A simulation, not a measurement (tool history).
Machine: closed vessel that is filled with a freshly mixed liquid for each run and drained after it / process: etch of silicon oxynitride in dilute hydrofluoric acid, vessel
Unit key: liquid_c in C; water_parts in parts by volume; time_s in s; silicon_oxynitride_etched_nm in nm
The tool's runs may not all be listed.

| run | hour | liquid_c | water_parts | time_s | silicon_oxynitride_etched_nm |
|---|---|---|---|---|---|
| 1 | 0.0 | 24.0 | 265 | 795 | 5.1885 |
| 2 | 3.5 | 25.5 | 265 | 795 | 5.4752 |
| 3 | 10.5 | 26.5 | 265 | 795 | 5.7569 |
| 4 | 17.1 | 27.5 | 265 | 795 | 6.0025 |
| 5 | 22.2 | 30.5 | 265 | 795 | 6.8371 |
| 6 | 24.1 | 30.5 | 345 | 795 | 4.8382 |
| 7 | 30.8 | 31.0 | 330 | 795 | 5.2656 |
| 8 | 31.4 | 31.0 | 315 | 795 | 5.5711 |
| 9 | 38.7 | 31.0 | 305 | 795 | 5.8191 |
| 10 | 47.0 | 31.0 | 295 | 795 | 6.0593 |

What will run 11 give?
| 11 | 49.7 | 31.0 | 290 | 795 | ? |

silicon_oxynitride_etched_nm: 6.1761 nm

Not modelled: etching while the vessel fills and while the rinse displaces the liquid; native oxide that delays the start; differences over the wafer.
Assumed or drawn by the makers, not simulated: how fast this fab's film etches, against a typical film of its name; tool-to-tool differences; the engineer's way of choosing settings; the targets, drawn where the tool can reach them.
